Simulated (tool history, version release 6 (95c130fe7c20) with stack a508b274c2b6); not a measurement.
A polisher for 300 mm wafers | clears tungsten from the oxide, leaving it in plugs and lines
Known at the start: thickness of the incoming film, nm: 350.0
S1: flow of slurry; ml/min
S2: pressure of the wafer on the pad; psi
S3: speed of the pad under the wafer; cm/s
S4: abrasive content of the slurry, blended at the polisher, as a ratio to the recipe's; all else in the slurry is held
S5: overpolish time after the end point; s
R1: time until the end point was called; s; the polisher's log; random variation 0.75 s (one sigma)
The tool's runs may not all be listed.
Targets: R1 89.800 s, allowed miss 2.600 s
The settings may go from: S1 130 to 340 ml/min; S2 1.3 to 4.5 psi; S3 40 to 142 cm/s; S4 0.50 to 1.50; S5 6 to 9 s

run    day   S1   S2  S3    S4  S5       R1
  1  0.000  220  2.9  90  1.00   9  137.210
  2  0.162  220  2.9  90  0.95   9  138.410
  3  0.346  220  2.9  90  1.15   9  132.820
  4  0.529  220  3.0  90  1.15   9  126.800
  5  0.604  220  3.1  90  1.15   9  122.930
  6  0.942  220  3.2  90  1.15   9  118.930
  7  0.975  220  3.3  90  1.15   9  115.270
  8  1.262  220  3.4  90  1.15   9  112.450
  9  1.575  220  3.5  90  1.15   9  107.470
 10  1.658  220  3.6  90  1.15   9  107.210
 11  1.721  220  3.7  90  1.15   9  104.290
 12  1.838  220  3.8  90  1.15   9  102.250
 13  2.088  230  4.1  90  1.15   9   93.718

5 next moves are on the table. One of them brings every result within its allowed miss. Which?
  A  2.338  260  4.0   92  0.95   9   ?
  B  2.338  130  4.5   94  1.15   9   ?
  C  2.338  180  4.2   88  1.10   6   ?
  D  2.338  230  3.8  100  1.00   9   ?
  E  2.338  250  4.2   82  1.20   9   ?

move      R1
   A  98.134
   B  91.507
   C  98.778
   D  95.222
   E  98.688
A: further off than the last run
B: meets every target
C: further off than the last run
D: further off than the last run
E: further off than the last run
The right move is B.
